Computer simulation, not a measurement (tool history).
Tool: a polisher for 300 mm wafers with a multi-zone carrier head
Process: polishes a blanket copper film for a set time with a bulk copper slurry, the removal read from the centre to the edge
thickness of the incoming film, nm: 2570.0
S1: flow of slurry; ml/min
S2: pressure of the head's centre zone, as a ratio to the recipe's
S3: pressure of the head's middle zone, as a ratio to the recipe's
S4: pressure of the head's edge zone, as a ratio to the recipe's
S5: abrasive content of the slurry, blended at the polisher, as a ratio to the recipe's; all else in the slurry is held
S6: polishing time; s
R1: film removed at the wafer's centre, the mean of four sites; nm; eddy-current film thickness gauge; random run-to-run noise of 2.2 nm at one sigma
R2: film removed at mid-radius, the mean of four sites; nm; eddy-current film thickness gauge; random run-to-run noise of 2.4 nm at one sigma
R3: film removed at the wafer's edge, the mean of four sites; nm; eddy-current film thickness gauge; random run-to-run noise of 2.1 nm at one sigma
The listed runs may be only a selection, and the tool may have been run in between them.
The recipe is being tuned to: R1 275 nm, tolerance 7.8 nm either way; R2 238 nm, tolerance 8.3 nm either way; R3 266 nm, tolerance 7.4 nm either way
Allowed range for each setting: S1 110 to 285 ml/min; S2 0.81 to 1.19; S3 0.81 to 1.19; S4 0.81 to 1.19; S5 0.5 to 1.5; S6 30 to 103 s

Run 1, hour 0: S1 180 ml/min, S2 1, S3 1, S4 1, S5 1, S6 66 s. Result: R1 541.89 nm, R2 529.65 nm, R3 537.3 nm.
Run 2, hour 0.7: S1 170 ml/min, S2 0.99, S3 0.95, S4 0.96, S5 0.85, S6 56 s. Result: R1 435.1 nm, R2 419.86 nm, R3 426.82 nm.
Run 3, hour 5.3: S1 170 ml/min, S2 0.99, S3 0.95, S4 0.96, S5 0.7, S6 56 s. Result: R1 416.73 nm, R2 388.75 nm, R3 408.86 nm.
Run 4, hour 13.2: S1 125 ml/min, S2 0.99, S3 0.95, S4 0.96, S5 0.7, S6 56 s. Result: R1 393.2 nm, R2 368.35 nm, R3 391.91 nm.
Run 5, hour 20.9: S1 120 ml/min, S2 0.99, S3 0.92, S4 0.94, S5 0.65, S6 51 s. Result: R1 350.06 nm, R2 327.58 nm, R3 350.94 nm.
Run 6, hour 25.5: S1 120 ml/min, S2 1.05, S3 0.92, S4 0.94, S5 0.65, S6 51 s. Result: R1 365.07 nm, R2 327.36 nm, R3 353.8 nm.
Run 7, hour 32.1: S1 120 ml/min, S2 1.05, S3 0.9, S4 0.92, S5 0.6, S6 47 s. Result: R1 332.46 nm, R2 290.45 nm, R3 314.12 nm.
Run 8, hour 40.3: S1 120 ml/min, S2 1.05, S3 0.9, S4 0.92, S5 0.6, S6 47 s. Result: R1 335.45 nm, R2 291.47 nm, R3 308.43 nm.
Run 9, hour 45.9: S1 115 ml/min, S2 1.03, S3 0.88, S4 0.92, S5 0.55, S6 46 s. Result: R1 316.21 nm, R2 274.5 nm, R3 302.23 nm.
Run 10, hour 47.4: S1 115 ml/min, S2 1.01, S3 0.86, S4 0.9, S5 0.55, S6 45 s. Result: R1 296.97 nm, R2 262.27 nm, R3 291.04 nm.
Run 11, hour 48.7: S1 115 ml/min, S2 1.01, S3 0.85, S4 0.88, S5 0.55, S6 45 s. Result: R1 293.85 nm, R2 260.84 nm, R3 287.17 nm.
Run 12, hour 55.3: S1 115 ml/min, S2 1.01, S3 0.85, S4 0.88, S5 0.55, S6 45 s. Result: R1 296.58 nm, R2 260.95 nm, R3 290.4 nm.
Run 13, hour 57.8: S1 115 ml/min, S2 1.01, S3 0.84, S4 0.87, S5 0.55, S6 44 s. Result: R1 289.96 nm, R2 253.23 nm, R3 283.2 nm.
Run 14, hour 59.4: S1 115 ml/min, S2 1.01, S3 0.83, S4 0.86, S5 0.55, S6 44 s. Result: R1 292.41 nm, R2 248.78 nm, R3 277.13 nm.
Run 15, hour 65.5: S1 115 ml/min, S2 1, S3 0.83, S4 0.85, S5 0.55, S6 44 s. Result: R1 289.7 nm, R2 248.66 nm, R3 277.5 nm.
Run 16, hour 69.4: S1 115 ml/min, S2 0.99, S3 0.83, S4 0.84, S5 0.55, S6 44 s. Result: R1 280.96 nm, R2 251.14 nm, R3 275.98 nm.

Pick the move, out of 4, that brings all results within their allowed miss; only one does.
Run A, hour 73.3: S1 115 ml/min, S2 1, S3 0.83, S4 0.87, S5 0.5, S6 43 s. Result: R1 ?, R2 ?, R3 ?.
Run B, hour 73.3: S1 120 ml/min, S2 1.05, S3 0.96, S4 0.81, S5 0.6, S6 41 s. Result: R1 ?, R2 ?, R3 ?.
Run C, hour 73.3: S1 140 ml/min, S2 0.99, S3 0.9, S4 0.85, S5 0.6, S6 43 s. Result: R1 ?, R2 ?, R3 ?.
Run D, hour 73.3: S1 110 ml/min, S2 0.94, S3 0.93, S4 0.81, S5 0.55, S6 46 s. Result: R1 ?, R2 ?, R3 ?.

move      R1      R2      R3
   A  278.17  236.53  263.82
   B  294.12  264.22  256.27
   C  299.57  271.18  279.68
   D  284.77  279.23  278.37
A: all results land within tolerance of their targets
B: misses by more than the last run did
C: misses by more than the last run did
D: misses by more than the last run did
Move A is the one to make.
